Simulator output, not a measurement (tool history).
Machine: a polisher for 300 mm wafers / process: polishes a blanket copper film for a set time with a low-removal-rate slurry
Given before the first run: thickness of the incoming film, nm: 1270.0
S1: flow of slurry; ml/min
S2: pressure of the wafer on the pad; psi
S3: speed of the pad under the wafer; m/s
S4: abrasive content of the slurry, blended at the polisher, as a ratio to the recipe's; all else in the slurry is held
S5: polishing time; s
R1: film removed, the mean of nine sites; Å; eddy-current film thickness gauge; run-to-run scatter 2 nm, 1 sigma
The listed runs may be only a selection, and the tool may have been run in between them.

| run | day | S1 | S2 | S3 | S4 | S5 | R1 |
|---|---|---|---|---|---|---|---|
| 1 | 0 | 165 | 3.3 | 1.16 | 1 | 67 | 2790 |
| 2 | 0.179 | 165 | 4.1 | 1.16 | 1 | 67 | 3139.8 |
| 3 | 0.554 | 165 | 4.1 | 1.16 | 0.85 | 67 | 3096.3 |
| 4 | 0.792 | 165 | 3.3 | 1.16 | 0.85 | 67 | 2693.2 |
| 5 | 0.954 | 165 | 3.3 | 1.02 | 0.85 | 67 | 2408.1 |
| 6 | 1.058 | 165 | 3.1 | 1.02 | 0.85 | 67 | 2324.4 |
| 7 | 1.412 | 165 | 3 | 1.02 | 0.85 | 67 | 2312.6 |

Run 8 comes next. What will it give?
| 8 | 1.542 | 165 | 2.9 | 1.02 | 0.85 | 67 | ? |

R1: 2201.4 Å

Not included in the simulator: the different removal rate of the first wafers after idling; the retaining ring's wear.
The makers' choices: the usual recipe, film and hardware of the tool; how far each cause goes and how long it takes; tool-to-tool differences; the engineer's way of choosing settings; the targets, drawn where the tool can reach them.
